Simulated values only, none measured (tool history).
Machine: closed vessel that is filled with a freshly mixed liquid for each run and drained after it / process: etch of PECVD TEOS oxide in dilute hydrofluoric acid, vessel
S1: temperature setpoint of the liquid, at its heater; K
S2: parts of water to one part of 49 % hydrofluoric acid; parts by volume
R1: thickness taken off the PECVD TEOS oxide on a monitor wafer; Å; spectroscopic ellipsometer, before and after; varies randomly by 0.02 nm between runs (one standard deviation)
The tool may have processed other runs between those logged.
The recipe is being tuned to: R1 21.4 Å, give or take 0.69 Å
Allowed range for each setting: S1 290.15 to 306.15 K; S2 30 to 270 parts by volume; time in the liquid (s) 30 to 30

run 1 hour=0 | S1=298.15 S2=150 time_in_the_liquid_(s)=30 | R1=29.958
run 2 hour=1.5 | S1=299.65 S2=150 time_in_the_liquid_(s)=30 | R1=31.592
run 3 hour=6.3 | S1=296.65 S2=155 time_in_the_liquid_(s)=30 | R1=27.226
run 4 hour=14.3 | S1=294.65 S2=155 time_in_the_liquid_(s)=30 | R1=25.178
run 5 hour=22.2 | S1=293.15 S2=155 time_in_the_liquid_(s)=30 | R1=23.93
run 6 hour=29.7 | S1=293.15 S2=155 time_in_the_liquid_(s)=30 | R1=23.558
run 7 hour=38.4 | S1=292.65 S2=155 time_in_the_liquid_(s)=30 | R1=23.34
run 8 hour=44.3 | S1=292.15 S2=155 time_in_the_liquid_(s)=30 | R1=22.642

Exactly one of the 4 candidate moves below puts every result within its allowed miss. Which one?
run A hour=50.2 | S1=291.15 S2=150 time_in_the_liquid_(s)=30 | R1=?
run B hour=50.2 | S1=291.15 S2=160 time_in_the_liquid_(s)=30 | R1=?
run C hour=50.2 | S1=292.65 S2=155 time_in_the_liquid_(s)=30 | R1=?
run D hour=50.2 | S1=291.65 S2=150 time_in_the_liquid_(s)=30 | R1=?

move=A R1=22.696
move=B R1=21.069
move=C R1=23.213
move=D R1=23.16
A: just as far off the targets as the last run
B: meets every target
C: moves away from the targets compared with the last run
D: moves away from the targets compared with the last run
Correct choice: B, which meets every target
